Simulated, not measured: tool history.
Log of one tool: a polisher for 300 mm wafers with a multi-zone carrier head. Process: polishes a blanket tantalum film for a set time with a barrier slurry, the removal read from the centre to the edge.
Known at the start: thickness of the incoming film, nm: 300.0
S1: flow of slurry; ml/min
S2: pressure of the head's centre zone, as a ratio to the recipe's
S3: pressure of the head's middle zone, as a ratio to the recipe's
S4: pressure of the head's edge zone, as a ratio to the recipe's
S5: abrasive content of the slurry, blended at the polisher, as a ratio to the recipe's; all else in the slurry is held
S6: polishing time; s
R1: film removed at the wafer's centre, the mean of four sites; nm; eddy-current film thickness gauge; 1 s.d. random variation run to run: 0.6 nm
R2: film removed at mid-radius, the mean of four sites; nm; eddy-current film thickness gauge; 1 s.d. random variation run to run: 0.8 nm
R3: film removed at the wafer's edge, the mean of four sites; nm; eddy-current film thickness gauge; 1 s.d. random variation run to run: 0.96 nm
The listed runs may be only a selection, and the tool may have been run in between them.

run 1 day=0 | S1=160 S2=1 S3=1 S4=1 S5=1 S6=46 | R1=86.719 R2=85.859 R3=87.372
run 2 day=0.092 | S1=160 S2=1 S3=1 S4=1.06 S5=1 S6=46 | R1=86.55 R2=87.124 R3=90.951
run 3 day=0.154 | S1=165 S2=0.99 S3=1.01 S4=1.08 S5=1 S6=46 | R1=87.395 R2=87.556 R3=90.342
run 4 day=0.262 | S1=165 S2=0.99 S3=1.01 S4=1.08 S5=1 S6=41 | R1=78.302 R2=78.254 R3=81.038
run 5 day=0.629 | S1=165 S2=0.97 S3=1.02 S4=1.1 S5=1.1 S6=41 | R1=77.43 R2=80.887 R3=84.06
run 6 day=0.854 | S1=165 S2=0.97 S3=1.02 S4=1.1 S5=1.1 S6=47 | R1=89.064 R2=93.738 R3=97.815
run 7 day=1.125 | S1=160 S2=0.96 S3=1.03 S4=1.11 S5=1.1 S6=47 | R1=87.334 R2=92.077 R3=97.952

Estimate the outcome of run 8 from the log above:
run 8 day=1.158 | S1=160 S2=0.95 S3=1.04 S4=1.11 S5=1.1 S6=47 | R1=? R2=? R3=?

For run 8 the tool returned R1 88.216 nm, R2 93.687 nm, R3 95.75 nm.
